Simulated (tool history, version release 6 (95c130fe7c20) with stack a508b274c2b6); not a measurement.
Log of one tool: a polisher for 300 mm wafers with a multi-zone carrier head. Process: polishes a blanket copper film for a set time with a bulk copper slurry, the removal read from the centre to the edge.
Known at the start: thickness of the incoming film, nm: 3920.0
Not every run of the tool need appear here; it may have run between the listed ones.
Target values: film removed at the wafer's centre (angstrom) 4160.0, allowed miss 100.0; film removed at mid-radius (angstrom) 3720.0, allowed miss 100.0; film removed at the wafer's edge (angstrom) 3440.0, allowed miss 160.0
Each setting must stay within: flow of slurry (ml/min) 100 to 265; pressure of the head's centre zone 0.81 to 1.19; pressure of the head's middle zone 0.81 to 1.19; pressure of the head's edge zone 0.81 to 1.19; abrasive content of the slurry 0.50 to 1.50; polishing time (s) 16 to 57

| run | hour | flow of slurry (ml/min) | pressure of the head's centre zone | pressure of the head's middle zone | pressure of the head's edge zone | abrasive content of the slurry | polishing time (s) | film removed at the wafer's centre (angstrom) | film removed at mid-radius (angstrom) | film removed at the wafer's edge (angstrom) |
|---|---|---|---|---|---|---|---|---|---|---|
| 1 | 0.0 | 170 | 1.00 | 1.00 | 1.00 | 1.00 | 36 | 4438.4 | 4317.6 | 4628.6 |
| 2 | 1.0 | 130 | 1.00 | 1.00 | 1.00 | 1.00 | 36 | 4306.3 | 4151.0 | 4355.3 |
| 3 | 2.4 | 125 | 1.01 | 1.00 | 0.97 | 0.95 | 36 | 4224.9 | 4073.3 | 4177.6 |
| 4 | 4.1 | 150 | 1.01 | 1.00 | 0.97 | 0.95 | 36 | 4353.5 | 4231.0 | 4360.3 |
| 5 | 9.1 | 140 | 1.03 | 0.99 | 0.94 | 0.90 | 36 | 4355.6 | 4018.1 | 4204.8 |
| 6 | 18.1 | 135 | 1.04 | 1.00 | 0.92 | 0.85 | 36 | 4238.6 | 4023.2 | 4047.8 |
| 7 | 20.0 | 130 | 1.06 | 1.00 | 0.90 | 0.80 | 36 | 4272.6 | 3947.9 | 3967.9 |
| 8 | 28.6 | 140 | 1.13 | 1.06 | 0.81 | 0.55 | 34 | 3834.7 | 3521.8 | 3213.8 |
| 9 | 29.4 | 150 | 1.13 | 1.06 | 0.82 | 0.55 | 34 | 3929.8 | 3581.4 | 3183.6 |
| 10 | 34.4 | 150 | 1.13 | 1.06 | 0.84 | 0.55 | 34 | 3856.8 | 3512.0 | 3270.7 |
| 11 | 37.4 | 155 | 1.13 | 1.06 | 0.84 | 0.55 | 34 | 3907.4 | 3542.3 | 3266.5 |
| 12 | 42.6 | 155 | 1.13 | 1.06 | 0.84 | 0.55 | 34 | 3889.8 | 3543.2 | 3283.2 |
| 13 | 46.9 | 160 | 1.13 | 1.06 | 0.84 | 0.55 | 34 | 3925.6 | 3586.6 | 3311.7 |
| 14 | 50.6 | 165 | 1.13 | 1.06 | 0.84 | 0.55 | 34 | 3967.1 | 3579.6 | 3290.7 |
| 15 | 53.9 | 170 | 1.13 | 1.06 | 0.85 | 0.55 | 34 | 3950.3 | 3609.1 | 3351.8 |
| 16 | 62.0 | 175 | 1.14 | 1.06 | 0.85 | 0.55 | 34 | 4025.5 | 3635.2 | 3331.4 |
| 17 | 64.7 | 180 | 1.14 | 1.06 | 0.85 | 0.55 | 34 | 4000.5 | 3636.5 | 3393.8 |

Consider the 5 candidate settings below. Which is the only one whose results all fall within their allowed miss of target?
| A | 67.4 | 220 | 1.19 | 1.19 | 0.88 | 0.55 | 33 | ? | ? | ? |
| B | 67.4 | 200 | 1.06 | 1.01 | 0.81 | 0.75 | 32 | ? | ? | ? |
| C | 67.4 | 205 | 1.15 | 1.07 | 0.89 | 0.50 | 35 | ? | ? | ? |
| D | 67.4 | 225 | 1.03 | 1.06 | 0.91 | 0.50 | 35 | ? | ? | ? |
| E | 67.4 | 185 | 1.12 | 1.10 | 0.81 | 0.55 | 33 | ? | ? | ? |

| move | film removed at the wafer's centre (angstrom) | film removed at mid-radius (angstrom) | film removed at the wafer's edge (angstrom) |
|---|---|---|---|
| A | 4225.4 | 3959.1 | 3270.0 |
| B | 3998.2 | 3646.8 | 3324.3 |
| C | 4180.2 | 3711.2 | 3369.9 |
| D | 3837.9 | 3723.2 | 3431.7 |
| E | 3914.8 | 3643.2 | 3106.8 |
A: brings the result that was furthest off to its target, and leaves another outside
B: neither nearer nor further off than the last run
C: meets every target
D: its largest miss is bigger than the last run's
E: its largest miss is bigger than the last run's
C is the move that brings every result within its allowed miss.
